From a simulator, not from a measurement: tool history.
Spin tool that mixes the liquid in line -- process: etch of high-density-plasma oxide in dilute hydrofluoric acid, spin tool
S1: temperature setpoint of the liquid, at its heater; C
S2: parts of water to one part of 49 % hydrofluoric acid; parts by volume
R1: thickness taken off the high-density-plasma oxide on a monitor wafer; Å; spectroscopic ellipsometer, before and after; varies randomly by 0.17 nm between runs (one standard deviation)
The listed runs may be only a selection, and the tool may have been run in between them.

{"run": 1, "hour": 0.0, "S1": 22, "S2": 285, "time under the liquid (s)": 255, "R1": 34.108}
{"run": 2, "hour": 5.6, "S1": 24, "S2": 285, "time under the liquid (s)": 255, "R1": 36.991}
{"run": 3, "hour": 12.4, "S1": 24, "S2": 285, "time under the liquid (s)": 255, "R1": 37.876}
{"run": 4, "hour": 14.4, "S1": 24, "S2": 285, "time under the liquid (s)": 280, "R1": 40.423}
{"run": 5, "hour": 18.6, "S1": 24, "S2": 375, "time under the liquid (s)": 280, "R1": 28.401}
{"run": 6, "hour": 25.0, "S1": 24, "S2": 450, "time under the liquid (s)": 280, "R1": 22.452}
{"run": 7, "hour": 26.2, "S1": 25, "S2": 400, "time under the liquid (s)": 280, "R1": 26.725}
{"run": 8, "hour": 26.9, "S1": 29, "S2": 290, "time under the liquid (s)": 280, "R1": 47.129}
{"run": 9, "hour": 29.9, "S1": 29, "S2": 290, "time under the liquid (s)": 280, "R1": 47.183}
{"run": 10, "hour": 36.1, "S1": 30, "S2": 180, "time under the liquid (s)": 280, "R1": 90.09}
{"hour": 37.5, "done": "hydrofluoric acid flow meter replaced"}
{"run": 11, "hour": 37.5, "S1": 30, "S2": 70, "time under the liquid (s)": 280, "R1": 282.99}
{"run": 12, "hour": 42.0, "S1": 30, "S2": 70, "time under the liquid (s)": 280, "R1": 292.34}
{"run": 13, "hour": 46.4, "S1": 30, "S2": 80, "time under the liquid (s)": 280, "R1": 253.95}

Expected results for the next run?
{"run": 14, "hour": 50.4, "S1": 26, "S2": 115, "time under the liquid (s)": 280, "R1": "?"}

{"run 14": {"R1": 142.49}}
